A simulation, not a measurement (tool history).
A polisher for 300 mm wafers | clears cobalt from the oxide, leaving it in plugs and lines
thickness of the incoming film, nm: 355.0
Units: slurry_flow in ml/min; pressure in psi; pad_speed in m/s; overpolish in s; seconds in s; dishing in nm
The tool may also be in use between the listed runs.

{"run": 1, "day": 0.0, "slurry_flow": 240, "pressure": 1.2, "pad_speed": 0.86, "overpolish": 23, "seconds": 159.91, "dishing": 37.371}
{"run": 2, "day": 0.1, "slurry_flow": 240, "pressure": 1.4, "pad_speed": 0.86, "overpolish": 23, "seconds": 136.04, "dishing": 41.715}
{"run": 3, "day": 0.129, "slurry_flow": 240, "pressure": 1.3, "pad_speed": 0.84, "overpolish": 21, "seconds": 149.37, "dishing": 37.228}
{"run": 4, "day": 0.288, "slurry_flow": 280, "pressure": 1.3, "pad_speed": 0.84, "overpolish": 21, "seconds": 147.86, "dishing": 37.516}
{"run": 5, "day": 0.638, "slurry_flow": 275, "pressure": 1.2, "pad_speed": 0.82, "overpolish": 19, "seconds": 162.83, "dishing": 30.98}
{"run": 6, "day": 1.0, "slurry_flow": 275, "pressure": 1, "pad_speed": 0.82, "overpolish": 19, "seconds": 196.43, "dishing": 27.554}
{"day": 1.329, "done": "slurry nozzle cleaned"}
{"run": 7, "day": 1.329, "slurry_flow": 275, "pressure": 1, "pad_speed": 0.82, "overpolish": 19, "seconds": 188.76, "dishing": 27.183}
{"run": 8, "day": 1.425, "slurry_flow": 275, "pressure": 1, "pad_speed": 0.8, "overpolish": 18, "seconds": 195.84, "dishing": 25.123}
{"run": 9, "day": 1.621, "slurry_flow": 275, "pressure": 1, "pad_speed": 0.78, "overpolish": 18, "seconds": 202.71, "dishing": 25.795}
{"run": 10, "day": 1.758, "slurry_flow": 275, "pressure": 1, "pad_speed": 0.78, "overpolish": 17, "seconds": 202.22, "dishing": 24.99}

Forecast run 11:
{"run": 11, "day": 2.067, "slurry_flow": 275, "pressure": 1, "pad_speed": 0.78, "overpolish": 16, "seconds": "?", "dishing": "?"}

Run 11 gave seconds 199.09 s, dishing 24.108 nm.

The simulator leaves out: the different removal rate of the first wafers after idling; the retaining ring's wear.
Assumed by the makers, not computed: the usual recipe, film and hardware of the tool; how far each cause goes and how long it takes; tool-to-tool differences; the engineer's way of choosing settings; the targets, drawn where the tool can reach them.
